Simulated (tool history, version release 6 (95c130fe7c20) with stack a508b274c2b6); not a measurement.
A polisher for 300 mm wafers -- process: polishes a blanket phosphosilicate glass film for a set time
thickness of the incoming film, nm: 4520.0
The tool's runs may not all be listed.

run	hour	flow of slurry (ml/min)	pressure of the wafer on the pad (kPa)	speed of the pad under the wafer (m/s)	abrasive content of the slurry	polishing time (s)	film removed (angstrom)
1	0.0	140	22.8	0.76	1.0	100	6860.0
2	1.0	140	21.4	0.74	1.0	100	6370.8
3	3.4	140	17.9	0.74	1.0	100	5279.7
4	9.1	140	17.9	0.74	0.8	100	4848.2
5	15.7	140	17.2	0.74	0.8	100	4677.1
6	20.9	140	17.2	0.62	0.8	100	4219.9
7	28.5	140	16.5	0.62	0.8	100	4106.2

For run 8, what comes out?
8	36.0	140	15.9	0.62	0.8	100	?

{"run 8": {"film removed (angstrom)": 3851.8}}
